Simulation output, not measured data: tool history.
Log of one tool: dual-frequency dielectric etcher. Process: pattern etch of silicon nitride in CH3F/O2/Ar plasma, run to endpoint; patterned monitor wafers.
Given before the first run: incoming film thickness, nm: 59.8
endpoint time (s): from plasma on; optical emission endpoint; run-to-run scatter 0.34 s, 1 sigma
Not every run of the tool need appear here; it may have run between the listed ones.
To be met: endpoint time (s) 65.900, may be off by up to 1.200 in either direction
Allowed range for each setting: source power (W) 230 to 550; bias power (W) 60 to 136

Run 1, hour 0.0: source power (W) 390, bias power (W) 98. Result: endpoint time (s) 72.427.
Run 2, hour 6.5: source power (W) 410, bias power (W) 99. Result: endpoint time (s) 71.406.
Run 3, hour 13.7: source power (W) 410, bias power (W) 91. Result: endpoint time (s) 72.881.
Run 4, hour 21.3: source power (W) 440, bias power (W) 91. Result: endpoint time (s) 71.750.
Run 5, hour 29.9: source power (W) 460, bias power (W) 93. Result: endpoint time (s) 70.000.
Run 6, hour 32.5: source power (W) 470, bias power (W) 94. Result: endpoint time (s) 69.043.
Run 7, hour 35.2: source power (W) 480, bias power (W) 95. Result: endpoint time (s) 68.197.
Run 8, hour 43.9: source power (W) 490, bias power (W) 95. Result: endpoint time (s) 68.566.
Run 9, hour 44.8: source power (W) 490, bias power (W) 95. Result: endpoint time (s) 68.275.
Run 10, hour 51.2: source power (W) 500, bias power (W) 96. Result: endpoint time (s) 67.316.

Which one of the following 5 next-run settings gets every result inside its allowed miss? There is exactly one.
Run A, hour 57.6: source power (W) 480, bias power (W) 88. Result: endpoint time (s) ?.
Run B, hour 57.6: source power (W) 510, bias power (W) 90. Result: endpoint time (s) ?.
Run C, hour 57.6: source power (W) 460, bias power (W) 95. Result: endpoint time (s) ?.
Run D, hour 57.6: source power (W) 550, bias power (W) 80. Result: endpoint time (s) ?.
Run E, hour 57.6: source power (W) 480, bias power (W) 108. Result: endpoint time (s) ?.

move  endpoint time (s)
   A             70.170
   B             68.263
   C             69.640
   D             68.718
   E             66.027
A: further off than the last run
B: further off than the last run
C: further off than the last run
D: further off than the last run
E: every result lands within tolerance
The move that meets every target is E.
